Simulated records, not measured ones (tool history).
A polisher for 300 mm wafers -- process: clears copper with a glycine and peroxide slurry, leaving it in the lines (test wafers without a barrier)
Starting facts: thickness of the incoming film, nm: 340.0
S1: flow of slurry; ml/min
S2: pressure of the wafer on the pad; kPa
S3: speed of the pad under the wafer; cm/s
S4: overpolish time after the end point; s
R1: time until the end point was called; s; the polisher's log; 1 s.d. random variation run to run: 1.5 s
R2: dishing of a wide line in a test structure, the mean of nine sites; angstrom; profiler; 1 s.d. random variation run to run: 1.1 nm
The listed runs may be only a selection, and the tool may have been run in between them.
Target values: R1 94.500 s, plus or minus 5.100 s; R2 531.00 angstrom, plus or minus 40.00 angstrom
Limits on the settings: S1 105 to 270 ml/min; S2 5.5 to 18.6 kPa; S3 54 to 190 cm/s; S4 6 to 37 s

{"run": 1, "hour": 0.0, "S1": 175, "S2": 11.7, "S3": 122, "S4": 19, "R1": 72.622, "R2": 547.81}
{"run": 2, "hour": 5.9, "S1": 175, "S2": 11.7, "S3": 96, "S4": 19, "R1": 81.735, "R2": 469.39}
{"run": 3, "hour": 14.4, "S1": 175, "S2": 11.0, "S3": 96, "S4": 20, "R1": 84.104, "R2": 494.27}
{"run": 4, "hour": 16.7, "S1": 175, "S2": 11.0, "S3": 116, "S4": 20, "R1": 75.689, "R2": 525.31}
{"run": 5, "hour": 20.4, "S1": 175, "S2": 11.0, "S3": 116, "S4": 25, "R1": 75.824, "R2": 601.77}
{"run": 6, "hour": 22.7, "S1": 175, "S2": 10.3, "S3": 114, "S4": 25, "R1": 78.977, "R2": 607.8}
{"run": 7, "hour": 28.9, "S1": 175, "S2": 9.7, "S3": 114, "S4": 25, "R1": 81.915, "R2": 559.07}
{"run": 8, "hour": 36.1, "S1": 175, "S2": 9.0, "S3": 112, "S4": 26, "R1": 86.952, "R2": 546.08}

Below are 5 possible settings for the next run. Only one of them brings all results inside the allowed miss of their targets. Which is it?
{"run": "A", "hour": 43.3, "S1": 165, "S2": 11.0, "S3": 104, "S4": 26, "R1": "?", "R2": "?"}
{"run": "B", "hour": 43.3, "S1": 180, "S2": 8.3, "S3": 148, "S4": 20, "R1": "?", "R2": "?"}
{"run": "C", "hour": 43.3, "S1": 165, "S2": 9.0, "S3": 98, "S4": 26, "R1": "?", "R2": "?"}
{"run": "D", "hour": 43.3, "S1": 180, "S2": 6.2, "S3": 92, "S4": 32, "R1": "?", "R2": "?"}
{"run": "E", "hour": 43.3, "S1": 270, "S2": 12.4, "S3": 62, "S4": 20, "R1": "?", "R2": "?"}

move=A R1=80.928 R2=611.84
move=B R1=75.899 R2=513.91
move=C R1=93.044 R2=547.96
move=D R1=111.450 R2=553.60
move=E R1=92.154 R2=459.79
A: misses by more than the last run did
B: misses by more than the last run did
C: every result within its allowed miss
D: takes the biggest miss from the last run beyond its target
E: puts the biggest miss on target and leaves a different result outside tolerance
The move that meets every target is C.
